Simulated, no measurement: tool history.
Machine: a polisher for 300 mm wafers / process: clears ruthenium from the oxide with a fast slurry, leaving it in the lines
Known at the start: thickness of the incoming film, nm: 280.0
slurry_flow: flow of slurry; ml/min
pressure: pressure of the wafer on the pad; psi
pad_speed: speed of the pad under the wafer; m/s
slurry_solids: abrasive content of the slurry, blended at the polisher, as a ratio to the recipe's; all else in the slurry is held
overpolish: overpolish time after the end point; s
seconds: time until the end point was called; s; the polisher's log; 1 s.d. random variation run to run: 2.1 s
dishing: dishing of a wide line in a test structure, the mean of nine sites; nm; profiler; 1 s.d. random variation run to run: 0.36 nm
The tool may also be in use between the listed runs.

run 1 hour=0 | slurry_flow=290 pressure=3.4 pad_speed=1.02 slurry_solids=1 overpolish=16 | seconds=63.089 dishing=24.21
run 2 hour=2.1 | slurry_flow=345 pressure=3.4 pad_speed=1.02 slurry_solids=1 overpolish=16 | seconds=61.485 dishing=25.58
run 3 hour=6.2 | slurry_flow=335 pressure=3 pad_speed=0.92 slurry_solids=1 overpolish=15 | seconds=77.616 dishing=23.115
run 4 hour=10.8 | slurry_flow=335 pressure=3 pad_speed=0.92 slurry_solids=1 overpolish=19 | seconds=78.967 dishing=24.043
run 5 hour=12.9 | slurry_flow=295 pressure=3 pad_speed=0.92 slurry_solids=1 overpolish=19 | seconds=77.899 dishing=23.871
run 6 hour=19.4 | slurry_flow=295 pressure=2.7 pad_speed=0.84 slurry_solids=1 overpolish=18 | seconds=95.438 dishing=21.79
run 7 hour=20.2 | slurry_flow=295 pressure=2.4 pad_speed=0.8 slurry_solids=1 overpolish=18 | seconds=113.14 dishing=22.023

Run 8 comes next. What will it give?
run 8 hour=21.5 | slurry_flow=290 pressure=1.5 pad_speed=0.64 slurry_solids=0.95 overpolish=10 | seconds=? dishing=?

Logged for run 8: seconds 222.61 s, dishing 9.576 nm.
